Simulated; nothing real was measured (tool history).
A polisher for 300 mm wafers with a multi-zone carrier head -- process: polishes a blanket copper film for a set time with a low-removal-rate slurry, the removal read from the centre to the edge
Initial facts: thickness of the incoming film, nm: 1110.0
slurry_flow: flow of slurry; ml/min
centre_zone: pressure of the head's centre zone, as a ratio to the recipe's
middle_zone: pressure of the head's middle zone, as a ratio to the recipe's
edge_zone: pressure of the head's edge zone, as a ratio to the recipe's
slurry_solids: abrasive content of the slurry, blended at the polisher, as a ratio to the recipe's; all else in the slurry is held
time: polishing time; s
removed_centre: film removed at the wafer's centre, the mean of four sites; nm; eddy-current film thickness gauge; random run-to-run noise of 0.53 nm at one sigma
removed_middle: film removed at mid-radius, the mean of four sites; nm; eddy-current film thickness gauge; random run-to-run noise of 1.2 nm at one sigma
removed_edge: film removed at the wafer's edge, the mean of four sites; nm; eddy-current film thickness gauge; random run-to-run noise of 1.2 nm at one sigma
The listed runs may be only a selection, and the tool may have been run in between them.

{"run": 1, "hour": 0.0, "slurry_flow": 275, "centre_zone": 1.0, "middle_zone": 1.0, "edge_zone": 1.0, "slurry_solids": 1.0, "time": 36, "removed_centre": 113.7, "removed_middle": 115.72, "removed_edge": 120.03}
{"run": 2, "hour": 1.0, "slurry_flow": 275, "centre_zone": 1.0, "middle_zone": 0.96, "edge_zone": 1.0, "slurry_solids": 1.0, "time": 36, "removed_centre": 114.01, "removed_middle": 113.23, "removed_edge": 118.12}
{"run": 3, "hour": 6.7, "slurry_flow": 270, "centre_zone": 0.97, "middle_zone": 0.95, "edge_zone": 0.98, "slurry_solids": 0.9, "time": 35, "removed_centre": 103.01, "removed_middle": 106.19, "removed_edge": 111.06}
{"run": 4, "hour": 8.7, "slurry_flow": 270, "centre_zone": 0.97, "middle_zone": 0.88, "edge_zone": 0.98, "slurry_solids": 0.9, "time": 35, "removed_centre": 104.64, "removed_middle": 97.474, "removed_edge": 110.86}
{"run": 5, "hour": 12.2, "slurry_flow": 270, "centre_zone": 0.95, "middle_zone": 0.89, "edge_zone": 0.95, "slurry_solids": 0.8, "time": 34, "removed_centre": 95.639, "removed_middle": 94.093, "removed_edge": 103.88}
{"run": 6, "hour": 13.7, "slurry_flow": 270, "centre_zone": 0.94, "middle_zone": 0.9, "edge_zone": 0.93, "slurry_solids": 0.75, "time": 33, "removed_centre": 90.432, "removed_middle": 89.243, "removed_edge": 95.123}
{"run": 7, "hour": 16.9, "slurry_flow": 265, "centre_zone": 0.91, "middle_zone": 0.9, "edge_zone": 0.92, "slurry_solids": 0.7, "time": 33, "removed_centre": 84.896, "removed_middle": 85.614, "removed_edge": 97.05}
{"run": 8, "hour": 21.8, "slurry_flow": 275, "centre_zone": 0.9, "middle_zone": 0.93, "edge_zone": 0.9, "slurry_solids": 0.65, "time": 32, "removed_centre": 80.067, "removed_middle": 85.103, "removed_edge": 89.424}
{"run": 9, "hour": 28.0, "slurry_flow": 275, "centre_zone": 0.89, "middle_zone": 0.94, "edge_zone": 0.89, "slurry_solids": 0.65, "time": 32, "removed_centre": 79.236, "removed_middle": 87.477, "removed_edge": 87.29}
{"run": 10, "hour": 33.4, "slurry_flow": 270, "centre_zone": 0.88, "middle_zone": 0.94, "edge_zone": 0.88, "slurry_solids": 0.65, "time": 32, "removed_centre": 77.428, "removed_middle": 84.796, "removed_edge": 88.531}
{"run": 11, "hour": 40.7, "slurry_flow": 270, "centre_zone": 0.87, "middle_zone": 0.95, "edge_zone": 0.87, "slurry_solids": 0.6, "time": 32, "removed_centre": 74.714, "removed_middle": 83.953, "removed_edge": 87.103}
{"run": 12, "hour": 42.1, "slurry_flow": 270, "centre_zone": 0.87, "middle_zone": 0.95, "edge_zone": 0.86, "slurry_solids": 0.6, "time": 32, "removed_centre": 74.66, "removed_middle": 82.732, "removed_edge": 85.397}
{"run": 13, "hour": 44.1, "slurry_flow": 270, "centre_zone": 0.87, "middle_zone": 0.96, "edge_zone": 0.85, "slurry_solids": 0.6, "time": 32, "removed_centre": 74.55, "removed_middle": 81.252, "removed_edge": 86.164}
{"run": 14, "hour": 51.1, "slurry_flow": 280, "centre_zone": 0.87, "middle_zone": 0.97, "edge_zone": 0.85, "slurry_solids": 0.6, "time": 32, "removed_centre": 74.949, "removed_middle": 84.238, "removed_edge": 84.336}
{"run": 15, "hour": 51.9, "slurry_flow": 280, "centre_zone": 0.87, "middle_zone": 0.97, "edge_zone": 0.84, "slurry_solids": 0.6, "time": 32, "removed_centre": 76.504, "removed_middle": 84.711, "removed_edge": 85.17}

Forecast run 16:
{"run": 16, "hour": 60.8, "slurry_flow": 275, "centre_zone": 0.87, "middle_zone": 0.98, "edge_zone": 0.84, "slurry_solids": 0.6, "time": 32, "removed_centre": "?", "removed_middle": "?", "removed_edge": "?"}

{"run 16": {"removed_centre": 75.261, "removed_middle": 85.872, "removed_edge": 83.645}}

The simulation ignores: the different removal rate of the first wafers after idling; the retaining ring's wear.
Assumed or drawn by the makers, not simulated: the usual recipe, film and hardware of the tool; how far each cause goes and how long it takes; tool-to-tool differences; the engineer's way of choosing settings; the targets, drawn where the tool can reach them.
